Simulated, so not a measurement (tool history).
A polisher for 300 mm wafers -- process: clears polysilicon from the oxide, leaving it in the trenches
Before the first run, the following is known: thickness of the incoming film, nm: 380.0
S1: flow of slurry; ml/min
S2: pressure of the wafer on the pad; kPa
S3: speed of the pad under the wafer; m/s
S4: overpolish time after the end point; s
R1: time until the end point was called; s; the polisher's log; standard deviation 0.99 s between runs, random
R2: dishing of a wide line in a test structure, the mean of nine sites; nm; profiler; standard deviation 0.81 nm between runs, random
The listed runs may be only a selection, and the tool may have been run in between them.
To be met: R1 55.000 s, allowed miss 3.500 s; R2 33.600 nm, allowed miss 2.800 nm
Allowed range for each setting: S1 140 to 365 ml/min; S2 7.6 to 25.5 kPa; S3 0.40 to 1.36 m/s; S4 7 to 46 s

Run 1, day 0.000: S1 235 ml/min, S2 16.5 kPa, S3 0.88 m/s, S4 24 s. Result: R1 34.437 s, R2 54.248 nm.
Run 2, day 0.150: S1 235 ml/min, S2 18.6 kPa, S3 0.88 m/s, S4 24 s. Result: R1 30.970 s, R2 56.002 nm.
Run 3, day 0.329: S1 235 ml/min, S2 18.6 kPa, S3 0.88 m/s, S4 17 s. Result: R1 29.650 s, R2 51.771 nm.
Run 4, day 0.429: S1 235 ml/min, S2 22.8 kPa, S3 0.88 m/s, S4 17 s. Result: R1 25.678 s, R2 54.554 nm.
Run 5, day 0.788: S1 235 ml/min, S2 20.0 kPa, S3 0.84 m/s, S4 15 s. Result: R1 30.252 s, R2 52.471 nm.
Run 6, day 1.038: S1 235 ml/min, S2 20.0 kPa, S3 1.02 m/s, S4 15 s. Result: R1 24.441 s, R2 52.747 nm.
Run 7, day 1.283: S1 235 ml/min, S2 17.2 kPa, S3 0.96 m/s, S4 13 s. Result: R1 30.829 s, R2 49.277 nm.
Run 8, day 1.617: S1 300 ml/min, S2 13.1 kPa, S3 0.90 m/s, S4 7 s. Result: R1 40.704 s, R2 39.353 nm.
Run 9, day 1.775: S1 310 ml/min, S2 12.4 kPa, S3 0.90 m/s, S4 7 s. Result: R1 40.990 s, R2 38.560 nm.
Run 10, day 2.033: S1 310 ml/min, S2 12.4 kPa, S3 0.90 m/s, S4 7 s. Result: R1 43.012 s, R2 37.189 nm.
Run 11, day 2.279: S1 315 ml/min, S2 11.7 kPa, S3 0.90 m/s, S4 7 s. Result: R1 45.943 s, R2 36.385 nm.
Run 12, day 2.346: S1 315 ml/min, S2 11.0 kPa, S3 0.90 m/s, S4 7 s. Result: R1 48.044 s, R2 36.390 nm.
Run 13, day 2.529: S1 320 ml/min, S2 10.3 kPa, S3 0.90 m/s, S4 7 s. Result: R1 50.538 s, R2 35.833 nm.
Run 14, day 2.904: S1 325 ml/min, S2 10.3 kPa, S3 0.90 m/s, S4 7 s. Result: R1 50.537 s, R2 35.600 nm.
Run 15, day 2.971: S1 330 ml/min, S2 10.3 kPa, S3 0.90 m/s, S4 7 s. Result: R1 50.389 s, R2 35.134 nm.
Run 16, day 3.075: S1 335 ml/min, S2 10.3 kPa, S3 0.90 m/s, S4 7 s. Result: R1 49.962 s, R2 34.749 nm.
Run 17, day 3.354: S1 365 ml/min, S2 8.3 kPa, S3 0.88 m/s, S4 7 s. Result: R1 63.826 s, R2 30.655 nm.
Run 18, day 3.671: S1 365 ml/min, S2 8.3 kPa, S3 0.88 m/s, S4 7 s. Result: R1 62.332 s, R2 30.687 nm.
Run 19, day 4.038: S1 360 ml/min, S2 8.3 kPa, S3 0.88 m/s, S4 7 s. Result: R1 63.647 s, R2 30.830 nm.
Run 20, day 4.304: S1 355 ml/min, S2 8.3 kPa, S3 0.88 m/s, S4 7 s. Result: R1 63.870 s, R2 30.299 nm.
Run 21, day 4.529: S1 350 ml/min, S2 8.3 kPa, S3 0.88 m/s, S4 7 s. Result: R1 62.831 s, R2 29.847 nm.
Run 22, day 4.862: S1 350 ml/min, S2 9.0 kPa, S3 0.88 m/s, S4 7 s. Result: R1 59.938 s, R2 32.542 nm.

Pick the move, out of 4, that brings all results within their allowed miss; only one does.
Run A, day 5.196: S1 365 ml/min, S2 7.6 kPa, S3 1.14 m/s, S4 7 s. Result: R1 ?, R2 ?.
Run B, day 5.196: S1 365 ml/min, S2 8.3 kPa, S3 0.90 m/s, S4 8 s. Result: R1 ?, R2 ?.
Run C, day 5.196: S1 280 ml/min, S2 7.6 kPa, S3 0.94 m/s, S4 9 s. Result: R1 ?, R2 ?.
Run D, day 5.196: S1 300 ml/min, S2 7.6 kPa, S3 0.94 m/s, S4 7 s. Result: R1 ?, R2 ?.

move      R1      R2
   A  54.574  34.527
   B  63.308  34.223
   C  67.292  35.379
   D  66.884  30.420
A: each result inside its tolerance
B: moves away from the targets compared with the last run
C: moves away from the targets compared with the last run
D: moves away from the targets compared with the last run
Answer: A
